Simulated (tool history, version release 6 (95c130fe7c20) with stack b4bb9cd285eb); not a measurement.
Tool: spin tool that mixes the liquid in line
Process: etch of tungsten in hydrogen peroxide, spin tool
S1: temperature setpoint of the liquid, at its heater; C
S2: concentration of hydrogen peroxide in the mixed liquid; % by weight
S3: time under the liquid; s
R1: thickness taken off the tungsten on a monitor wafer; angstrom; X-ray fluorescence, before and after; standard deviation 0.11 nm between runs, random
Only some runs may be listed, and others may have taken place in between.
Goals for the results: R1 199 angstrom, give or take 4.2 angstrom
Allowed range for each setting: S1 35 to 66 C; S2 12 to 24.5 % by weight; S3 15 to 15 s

run  hour    S1    S2  S3      R1
  1     0    51  16.5  15  399.61
  2   3.2    51    13  15  354.17
  3   4.5    51    13  15  351.94
  4   7.5    51    13  15  359.01
  5   8.6    49    13  15  312.82
  6  10.5    49  14.5  15  329.15
  7  15.5    47  14.5  15  292.74
  8  18.2  39.5  14.5  15  179.68
  9    24  39.5  14.5  15  180.55
 10  28.8    40  14.5  15  185.47
 11  30.6  40.5  14.5  15  192.64

5 candidate next runs follow, results not yet known. Just one meets every target within its allowed miss. Identify it.
  A  32.4    39    17  15   ?
  B  32.4  39.5    16  15   ?
  C  32.4  40.5  16.5  15   ?
  D  32.4    41    12  15   ?
  E  32.4    41  14.5  15   ?

move      R1
   A  189.04
   B  189.49
   C  205.37
   D   180.9
   E  198.86
A: the biggest miss grows against the last run
B: the biggest miss grows against the last run
C: takes the biggest miss from the last run beyond its target
D: the biggest miss grows against the last run
E: every result within its allowed miss
E meets every target.

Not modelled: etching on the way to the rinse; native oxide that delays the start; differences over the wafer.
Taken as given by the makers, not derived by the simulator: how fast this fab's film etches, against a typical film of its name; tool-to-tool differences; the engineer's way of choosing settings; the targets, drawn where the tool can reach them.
